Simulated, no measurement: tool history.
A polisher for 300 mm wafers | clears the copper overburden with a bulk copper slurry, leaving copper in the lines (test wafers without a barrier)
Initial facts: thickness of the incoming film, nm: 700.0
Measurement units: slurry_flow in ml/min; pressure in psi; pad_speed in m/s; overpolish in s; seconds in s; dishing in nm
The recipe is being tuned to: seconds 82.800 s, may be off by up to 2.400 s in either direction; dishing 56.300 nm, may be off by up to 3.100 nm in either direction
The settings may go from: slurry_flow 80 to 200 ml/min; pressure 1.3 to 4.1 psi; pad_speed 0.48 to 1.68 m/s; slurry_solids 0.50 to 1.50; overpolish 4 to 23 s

run,day,slurry_flow,pressure,pad_speed,slurry_solids,overpolish,seconds,dishing
1,0.000,130,2.7,1.08,1.00,12,73.250,51.991
2,0.317,125,2.6,1.08,1.00,13,74.645,52.105
3,0.633,105,2.6,1.08,1.00,13,77.674,51.178
4,0.896,105,2.6,0.88,1.00,13,92.199,46.970
5,1.162,105,2.6,0.66,1.00,13,112.940,41.183
6,1.188,110,2.8,0.66,1.00,14,104.130,45.815
7,1.258,120,2.9,0.66,1.00,14,97.718,47.301
8,1.429,155,3.1,0.66,1.00,17,89.222,55.140
9,1.579,160,3.2,0.66,1.00,17,85.297,56.283
10,1.679,165,3.2,0.66,1.00,17,85.827,55.020

Next run, 5 choices. One meets every target within its allowed miss, the rest don't. Which?
A,1.779,165,3.3,0.68,0.90,22,?,?
B,1.779,190,3.6,0.54,0.90,17,?,?
C,1.779,165,3.0,0.76,0.95,17,?,?
D,1.779,190,4.0,0.50,1.20,11,?,?
E,1.779,145,3.4,0.58,1.00,13,?,?

move,seconds,dishing
A,83.146,61.747
B,87.607,56.299
C,83.014,56.513
D,78.241,48.948
E,90.243,49.046
A: meets the target for the result that was furthest off, but another lies outside its allowed miss
B: the biggest miss grows against the last run
C: all results land within tolerance of their targets
D: pushes the last run's worst result past its target
E: the biggest miss grows against the last run
Answer: C

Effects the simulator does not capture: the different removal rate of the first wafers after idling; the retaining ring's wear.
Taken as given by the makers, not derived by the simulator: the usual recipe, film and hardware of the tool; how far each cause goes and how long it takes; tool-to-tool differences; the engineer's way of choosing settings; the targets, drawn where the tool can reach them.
